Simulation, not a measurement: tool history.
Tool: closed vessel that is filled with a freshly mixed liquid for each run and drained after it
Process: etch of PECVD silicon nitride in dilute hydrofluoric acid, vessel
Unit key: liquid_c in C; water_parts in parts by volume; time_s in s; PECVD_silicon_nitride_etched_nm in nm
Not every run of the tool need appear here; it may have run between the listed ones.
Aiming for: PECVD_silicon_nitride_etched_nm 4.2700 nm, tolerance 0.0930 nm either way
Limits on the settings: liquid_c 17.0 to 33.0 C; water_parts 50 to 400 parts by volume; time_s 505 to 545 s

run    day  liquid_c  water_parts  time_s  PECVD_silicon_nitride_etched_nm
  1  0.000      25.0          225     505                           8.7149
  2  0.129      27.5          225     505                          10.0800
  3  0.475      30.5          225     505                          12.0320
  4  0.754      27.0          225     505                           9.8174
  5  0.946      27.0          195     505                          11.3350
  6  1.000      29.5          195     505                          13.1880
     1.262  -- thermometer replaced
  7  1.262      25.5          285     505                           6.4121
  8  1.329      24.0          285     505                           5.9017
  9  1.383      23.0          285     505                           5.4829
 10  1.404      22.0          285     505                           5.1498
 11  1.592      18.5          285     505                           4.1469
 12  1.767      18.5          285     505                           4.1859

Which one of the following 5 next-run settings gets every result inside its allowed miss? There is exactly one.
  A  1.942      18.0          295     530                                ?
  B  1.942      17.0          265     530                                ?
  C  1.942      17.0          275     530                                ?
  D  1.942      17.0          275     515                                ?
  E  1.942      18.0          280     505                                ?

move  PECVD_silicon_nitride_etched_nm
   A                           4.0922
   B                           4.2454
   C                           4.0983
   D                           3.9823
   E                           4.0985
A: further off than the last run
B: meets every target
C: further off than the last run
D: further off than the last run
E: further off than the last run
Move B is the one to make.

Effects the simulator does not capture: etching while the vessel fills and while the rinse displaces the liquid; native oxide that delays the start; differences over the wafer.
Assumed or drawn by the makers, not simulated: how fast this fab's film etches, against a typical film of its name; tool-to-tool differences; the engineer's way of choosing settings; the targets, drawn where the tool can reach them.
